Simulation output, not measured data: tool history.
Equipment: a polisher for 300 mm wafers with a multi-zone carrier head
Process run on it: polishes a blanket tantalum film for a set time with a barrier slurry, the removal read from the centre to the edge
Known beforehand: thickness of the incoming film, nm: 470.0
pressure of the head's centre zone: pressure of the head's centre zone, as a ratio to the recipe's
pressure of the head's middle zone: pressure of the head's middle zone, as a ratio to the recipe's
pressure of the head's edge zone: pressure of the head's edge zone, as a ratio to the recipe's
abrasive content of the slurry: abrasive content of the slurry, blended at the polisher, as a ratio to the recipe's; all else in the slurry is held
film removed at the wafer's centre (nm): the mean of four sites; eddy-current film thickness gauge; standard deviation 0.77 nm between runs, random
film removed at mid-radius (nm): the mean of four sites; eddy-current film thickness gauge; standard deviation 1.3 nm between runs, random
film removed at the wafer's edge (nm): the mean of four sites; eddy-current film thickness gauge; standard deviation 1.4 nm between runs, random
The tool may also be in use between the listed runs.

| run | day | flow of slurry (ml/min) | pressure of the head's centre zone | pressure of the head's middle zone | pressure of the head's edge zone | abrasive content of the slurry | polishing time (s) | film removed at the wafer's centre (nm) | film removed at mid-radius (nm) | film removed at the wafer's edge (nm) |
|---|---|---|---|---|---|---|---|---|---|---|
| 1 | 0.000 | 255 | 1.00 | 1.00 | 1.00 | 1.00 | 66 | 75.101 | 72.634 | 72.996 |
| 2 | 0.262 | 255 | 1.00 | 1.00 | 0.96 | 1.00 | 66 | 75.255 | 72.448 | 70.943 |
| 3 | 0.379 | 280 | 1.00 | 1.00 | 0.96 | 1.00 | 66 | 76.324 | 71.249 | 71.886 |
| 4 | 0.646 | 270 | 1.00 | 1.03 | 1.00 | 1.15 | 67 | 78.811 | 78.206 | 76.602 |
| 5 | 0.846 | 270 | 1.00 | 1.03 | 1.00 | 1.35 | 67 | 81.535 | 81.833 | 81.057 |
| 6 | 0.950 | 270 | 1.00 | 1.03 | 1.00 | 1.35 | 74 | 90.881 | 89.361 | 88.088 |

For run 7, what comes out?
| 7 | 1.021 | 270 | 0.99 | 1.05 | 1.02 | 1.40 | 74 | ? | ? | ? |

film removed at the wafer's centre (nm): 90.452
film removed at mid-radius (nm): 92.235
film removed at the wafer's edge (nm): 91.512
